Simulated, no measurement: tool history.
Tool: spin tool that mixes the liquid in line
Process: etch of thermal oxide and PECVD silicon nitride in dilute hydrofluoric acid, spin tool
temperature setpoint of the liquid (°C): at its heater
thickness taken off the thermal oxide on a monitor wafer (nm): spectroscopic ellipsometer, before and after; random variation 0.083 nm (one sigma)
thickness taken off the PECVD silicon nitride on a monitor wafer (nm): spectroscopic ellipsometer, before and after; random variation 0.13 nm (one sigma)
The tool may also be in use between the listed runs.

run,hour,temperature setpoint of the liquid (°C),parts of water to one part of 49 % hydrofluoric acid (parts by volume),time under the liquid (s),thickness taken off the thermal oxide on a monitor wafer (nm),thickness taken off the PECVD silicon nitride on a monitor wafer (nm)
1,0,26,150,180,5.1808,7.2227
2,1.9,26,150,240,6.8188,9.6612
3,3.9,26,100,240,11.017,14.458
4,12.2,26.5,105,240,10.576,13.968
5,20.5,27,110,240,10.232,13.975
6,25.9,27,110,290,12.507,16.852

Forecast run 7:
7,27.7,27,110,290,?,?

{"run 7": {"thickness taken off the thermal oxide on a monitor wafer (nm)": 12.296, "thickness taken off the PECVD silicon nitride on a monitor wafer (nm)": 16.965}}

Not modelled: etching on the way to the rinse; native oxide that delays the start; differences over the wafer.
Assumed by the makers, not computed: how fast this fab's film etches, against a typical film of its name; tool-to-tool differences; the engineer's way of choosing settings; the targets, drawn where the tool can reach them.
